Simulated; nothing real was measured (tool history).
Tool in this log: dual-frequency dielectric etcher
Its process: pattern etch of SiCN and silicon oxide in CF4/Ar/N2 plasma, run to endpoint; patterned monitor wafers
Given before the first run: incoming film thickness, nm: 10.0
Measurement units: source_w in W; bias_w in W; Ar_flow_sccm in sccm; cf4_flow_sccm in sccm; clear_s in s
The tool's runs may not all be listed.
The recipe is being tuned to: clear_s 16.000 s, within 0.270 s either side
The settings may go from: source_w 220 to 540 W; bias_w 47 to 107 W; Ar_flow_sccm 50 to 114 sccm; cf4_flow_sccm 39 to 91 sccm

Run 1, day 0.000: source_w 380 W, bias_w 77 W, Ar_flow_sccm 82 sccm, cf4_flow_sccm 65 sccm. Result: clear_s 12.143 s.
Run 2, day 0.175: source_w 430 W, bias_w 77 W, Ar_flow_sccm 82 sccm, cf4_flow_sccm 65 sccm. Result: clear_s 10.531 s.
Run 3, day 0.317: source_w 390 W, bias_w 77 W, Ar_flow_sccm 82 sccm, cf4_flow_sccm 65 sccm. Result: clear_s 11.788 s.
Run 4, day 0.462: source_w 390 W, bias_w 77 W, Ar_flow_sccm 82 sccm, cf4_flow_sccm 72 sccm. Result: clear_s 11.631 s.
Run 5, day 0.579: source_w 360 W, bias_w 77 W, Ar_flow_sccm 82 sccm, cf4_flow_sccm 72 sccm. Result: clear_s 12.890 s.
Run 6, day 0.754: source_w 340 W, bias_w 77 W, Ar_flow_sccm 82 sccm, cf4_flow_sccm 72 sccm. Result: clear_s 13.571 s.
Run 7, day 0.879: source_w 320 W, bias_w 77 W, Ar_flow_sccm 82 sccm, cf4_flow_sccm 72 sccm. Result: clear_s 14.702 s.
Run 8, day 1.208: source_w 310 W, bias_w 77 W, Ar_flow_sccm 82 sccm, cf4_flow_sccm 72 sccm. Result: clear_s 15.262 s.

Consider the 5 candidate settings below. Which is the only one whose results all fall within their allowed miss of target?
Run A, day 1.538: source_w 320 W, bias_w 87 W, Ar_flow_sccm 71 sccm, cf4_flow_sccm 68 sccm. Result: clear_s ?.
Run B, day 1.538: source_w 300 W, bias_w 68 W, Ar_flow_sccm 67 sccm, cf4_flow_sccm 66 sccm. Result: clear_s ?.
Run C, day 1.538: source_w 290 W, bias_w 81 W, Ar_flow_sccm 82 sccm, cf4_flow_sccm 68 sccm. Result: clear_s ?.
Run D, day 1.538: source_w 320 W, bias_w 85 W, Ar_flow_sccm 77 sccm, cf4_flow_sccm 65 sccm. Result: clear_s ?.
Run E, day 1.538: source_w 310 W, bias_w 78 W, Ar_flow_sccm 83 sccm, cf4_flow_sccm 73 sccm. Result: clear_s ?.

move  clear_s
   A   14.100
   B   16.180
   C   16.535
   D   14.413
   E   15.322
A: the biggest miss grows against the last run
B: every result lands within tolerance
C: takes the biggest miss from the last run beyond its target
D: the biggest miss grows against the last run
E: closes in on the targets versus the last run, not all within tolerance yet
Correct choice: B, which meets every target
